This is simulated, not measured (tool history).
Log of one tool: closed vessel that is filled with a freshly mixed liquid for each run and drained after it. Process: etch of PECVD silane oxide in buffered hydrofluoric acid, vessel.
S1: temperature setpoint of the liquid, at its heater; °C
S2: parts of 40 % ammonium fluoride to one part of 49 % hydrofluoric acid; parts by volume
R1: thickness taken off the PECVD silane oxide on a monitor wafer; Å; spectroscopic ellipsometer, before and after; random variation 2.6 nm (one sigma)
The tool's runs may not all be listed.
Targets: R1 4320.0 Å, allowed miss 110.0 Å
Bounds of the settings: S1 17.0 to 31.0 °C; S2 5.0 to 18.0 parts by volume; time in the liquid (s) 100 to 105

run 1 hour=0.0 | S1=23.0 S2=11.0 time_in_the_liquid_(s)=100 | R1=3087.9
run 2 hour=1.8 | S1=23.0 S2=11.0 time_in_the_liquid_(s)=100 | R1=3080.1
run 3 hour=2.5 | S1=25.0 S2=11.0 time_in_the_liquid_(s)=100 | R1=3458.6
run 4 hour=11.5 | S1=25.0 S2=13.5 time_in_the_liquid_(s)=100 | R1=2809.9
run 5 hour=19.8 | S1=25.0 S2=13.5 time_in_the_liquid_(s)=105 | R1=2957.2
run 6 hour=25.1 | S1=27.0 S2=13.5 time_in_the_liquid_(s)=105 | R1=3262.5
run 7 hour=29.3 | S1=28.0 S2=13.0 time_in_the_liquid_(s)=105 | R1=3582.4
run 8 hour=32.9 | S1=29.0 S2=13.0 time_in_the_liquid_(s)=105 | R1=3820.7
run 9 hour=38.9 | S1=29.5 S2=13.0 time_in_the_liquid_(s)=105 | R1=3886.5
run 10 hour=47.7 | S1=30.0 S2=13.0 time_in_the_liquid_(s)=105 | R1=4019.6
run 11 hour=50.4 | S1=30.5 S2=13.0 time_in_the_liquid_(s)=105 | R1=4099.0

Which of these 4 next moves meets every target?
run A hour=53.1 | S1=29.0 S2=13.0 time_in_the_liquid_(s)=105 | R1=?
run B hour=53.1 | S1=29.5 S2=11.0 time_in_the_liquid_(s)=100 | R1=?
run C hour=53.1 | S1=29.0 S2=11.5 time_in_the_liquid_(s)=100 | R1=?
run D hour=53.1 | S1=31.0 S2=14.0 time_in_the_liquid_(s)=105 | R1=?

move=A R1=3804.7
move=B R1=4377.5
move=C R1=4083.3
move=D R1=3930.7
A: further off than the last run
B: meets every target
C: further off than the last run
D: further off than the last run
Move B is the one to make.

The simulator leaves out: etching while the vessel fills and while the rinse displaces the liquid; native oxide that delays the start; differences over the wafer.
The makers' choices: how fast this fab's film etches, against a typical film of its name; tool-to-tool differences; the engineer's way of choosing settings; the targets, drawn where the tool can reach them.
